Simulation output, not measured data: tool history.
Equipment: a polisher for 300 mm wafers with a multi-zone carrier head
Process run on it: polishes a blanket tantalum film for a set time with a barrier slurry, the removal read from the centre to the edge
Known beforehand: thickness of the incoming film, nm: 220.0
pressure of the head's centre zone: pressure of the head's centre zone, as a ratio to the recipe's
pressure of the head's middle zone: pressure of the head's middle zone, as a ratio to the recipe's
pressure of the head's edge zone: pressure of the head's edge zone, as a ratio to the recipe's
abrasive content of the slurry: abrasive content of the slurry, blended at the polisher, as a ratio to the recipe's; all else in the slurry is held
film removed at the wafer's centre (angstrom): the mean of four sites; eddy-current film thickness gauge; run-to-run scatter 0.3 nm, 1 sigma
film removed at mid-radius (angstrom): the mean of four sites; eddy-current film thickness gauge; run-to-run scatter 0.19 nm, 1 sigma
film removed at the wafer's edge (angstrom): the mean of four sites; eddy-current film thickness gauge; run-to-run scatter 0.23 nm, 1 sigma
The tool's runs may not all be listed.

run,hour,flow of slurry (ml/min),pressure of the head's centre zone,pressure of the head's middle zone,pressure of the head's edge zone,abrasive content of the slurry,polishing time (s),film removed at the wafer's centre (angstrom),film removed at mid-radius (angstrom),film removed at the wafer's edge (angstrom)
1,0,295,1,1,1,1,54,494.02,503.28,487.95
2,7.5,295,1,1,0.94,1,54,481.76,497.4,489.8
3,10.6,295,1,0.97,0.94,1,54,488.17,479.01,482.8
4,11.7,290,0.98,0.97,0.94,0.95,50,439.91,445.14,436.71
5,19.6,275,0.96,0.96,0.92,0.95,46,382.6,401.05,396.98
6,24.5,265,0.94,0.95,0.91,0.9,44,351.9,371.57,368.75
7,25.1,255,0.92,0.94,0.91,0.85,43,346.34,354.24,351.14
8,28.4,255,0.91,0.93,0.9,0.9,40,313.01,329.68,334.87
9,29.4,255,0.9,0.93,0.9,0.9,38,301.99,312.67,318.69
10,30.1,245,0.89,0.94,0.9,0.9,36,278.45,296.07,304.96

What will run 11 give?
11,33.4,245,0.89,0.94,0.9,0.9,36,?,?,?

Run 11 produced film removed at the wafer's centre (angstrom) 278.19, film removed at mid-radius (angstrom) 296.84, film removed at the wafer's edge (angstrom) 300.68.
